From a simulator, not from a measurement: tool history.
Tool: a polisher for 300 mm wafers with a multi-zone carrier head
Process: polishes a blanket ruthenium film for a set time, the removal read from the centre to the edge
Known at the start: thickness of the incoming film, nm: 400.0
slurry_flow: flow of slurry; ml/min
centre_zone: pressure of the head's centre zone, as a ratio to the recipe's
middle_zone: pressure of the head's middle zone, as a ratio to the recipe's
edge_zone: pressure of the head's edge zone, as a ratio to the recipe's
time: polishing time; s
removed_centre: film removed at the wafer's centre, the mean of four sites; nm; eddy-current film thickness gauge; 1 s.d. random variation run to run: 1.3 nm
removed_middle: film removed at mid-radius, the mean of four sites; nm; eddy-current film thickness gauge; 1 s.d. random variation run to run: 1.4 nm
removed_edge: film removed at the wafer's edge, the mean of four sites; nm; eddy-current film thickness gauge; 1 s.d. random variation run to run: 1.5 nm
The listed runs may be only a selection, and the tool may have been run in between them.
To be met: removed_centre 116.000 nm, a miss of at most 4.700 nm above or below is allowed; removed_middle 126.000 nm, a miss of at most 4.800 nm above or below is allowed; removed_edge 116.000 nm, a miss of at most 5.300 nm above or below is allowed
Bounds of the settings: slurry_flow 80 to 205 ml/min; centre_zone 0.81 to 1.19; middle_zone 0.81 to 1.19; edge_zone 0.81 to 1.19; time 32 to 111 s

run    day  slurry_flow  centre_zone  middle_zone  edge_zone  time  removed_centre  removed_middle  removed_edge
  1  0.000          135         1.00         1.00       1.00    71          92.606          93.613        96.410
  2  0.304          145         1.02         1.04       1.03    73          96.985         100.160        97.838
  3  0.433          150         1.02         1.05       1.03    77         102.230         107.000       104.700
  4  0.783          150         1.02         1.10       1.03    77         104.030         113.890       106.490
  5  1.138          150         1.03         1.11       1.04    79         107.680         116.620       110.450
  6  1.242          150         1.03         1.11       0.99    79         108.220         117.280       104.730
  7  1.542          155         1.04         1.12       1.01    80         112.940         122.140       108.850
  8  1.758          155         1.04         1.12       1.02    81         112.160         119.670       110.410

Of the 5 settings listed for the next run, only one would bring every result within its allowed miss of target. Which one?
  A  1.975          145         1.05         1.01       1.15    81               ?               ?             ?
  B  1.975          155         1.08         1.07       1.06    77               ?               ?             ?
  C  1.975          155         1.16         1.11       1.13    78               ?               ?             ?
  D  1.975          160         1.04         1.13       1.07    83               ?               ?             ?
  E  1.975          185         1.01         1.05       1.01    76               ?               ?             ?

move  removed_centre  removed_middle  removed_edge
   A         111.200         109.910       119.830
   B         109.590         110.960       110.100
   C         117.770         115.930       115.130
   D         115.270         125.990       119.580
   E         105.610         110.790       108.270
A: misses by more than the last run did
B: misses by more than the last run did
C: misses by more than the last run did
D: all results land within tolerance of their targets
E: misses by more than the last run did
Answer: D
